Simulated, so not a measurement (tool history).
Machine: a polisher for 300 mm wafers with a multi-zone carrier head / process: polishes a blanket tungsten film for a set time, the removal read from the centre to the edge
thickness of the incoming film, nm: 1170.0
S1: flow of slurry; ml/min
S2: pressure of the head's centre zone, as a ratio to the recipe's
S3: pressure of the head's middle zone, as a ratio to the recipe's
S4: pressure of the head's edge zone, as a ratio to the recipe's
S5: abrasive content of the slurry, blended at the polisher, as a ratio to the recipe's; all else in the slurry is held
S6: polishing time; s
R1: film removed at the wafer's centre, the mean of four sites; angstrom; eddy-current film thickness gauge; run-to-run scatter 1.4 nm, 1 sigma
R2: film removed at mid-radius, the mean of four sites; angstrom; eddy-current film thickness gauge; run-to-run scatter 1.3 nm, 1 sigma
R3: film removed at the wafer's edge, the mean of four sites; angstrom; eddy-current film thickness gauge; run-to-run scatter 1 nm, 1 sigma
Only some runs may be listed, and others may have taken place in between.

{"run": 1, "hour": 0.0, "S1": 170, "S2": 1, "S3": 1, "S4": 1, "S5": 1, "S6": 58, "R1": 1321.5, "R2": 1394.3, "R3": 1387.3}
{"run": 2, "hour": 2.1, "S1": 160, "S2": 1, "S3": 0.98, "S4": 0.98, "S5": 0.95, "S6": 58, "R1": 1261.7, "R2": 1369.6, "R3": 1326.8}
{"run": 3, "hour": 4.2, "S1": 190, "S2": 1, "S3": 0.98, "S4": 0.98, "S5": 0.95, "S6": 58, "R1": 1326, "R2": 1426.1, "R3": 1354.8}
{"run": 4, "hour": 5.9, "S1": 175, "S2": 1.01, "S3": 0.95, "S4": 0.98, "S5": 0.95, "S6": 58, "R1": 1309.6, "R2": 1359.6, "R3": 1362.4}
{"run": 5, "hour": 10.5, "S1": 160, "S2": 1.02, "S3": 0.93, "S4": 0.97, "S5": 0.95, "S6": 58, "R1": 1316.2, "R2": 1278.6, "R3": 1337.6}
{"run": 6, "hour": 12.3, "S1": 160, "S2": 1.02, "S3": 0.93, "S4": 1.02, "S5": 0.95, "S6": 58, "R1": 1304.4, "R2": 1306.5, "R3": 1371.6}

Predict the results of run 7:
{"run": 7, "hour": 14.0, "S1": 150, "S2": 1.02, "S3": 0.93, "S4": 1, "S5": 0.95, "S6": 58, "R1": "?", "R2": "?", "R3": "?"}

R1: 1302.4 angstrom
R2: 1273.4 angstrom
R3: 1334 angstrom
